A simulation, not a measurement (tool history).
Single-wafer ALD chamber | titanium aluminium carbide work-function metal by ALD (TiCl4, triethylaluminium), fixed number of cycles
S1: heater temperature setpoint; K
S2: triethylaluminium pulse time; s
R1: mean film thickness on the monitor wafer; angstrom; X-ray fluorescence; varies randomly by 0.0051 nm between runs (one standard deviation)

run,hour,S1,S2,R1
1,0.0,563.15,9.56,17.365
2,4.0,565.15,9.79,17.545
3,12.4,567.15,10.02,17.757
4,16.3,556.15,10.02,16.885
5,24.0,559.15,10.31,17.262
6,31.4,559.15,7.88,16.666
7,38.4,571.15,10.94,18.235

Predict the results of run 8:
8,39.8,572.15,11.07,?

Run 8 came out at R1 18.302 angstrom.
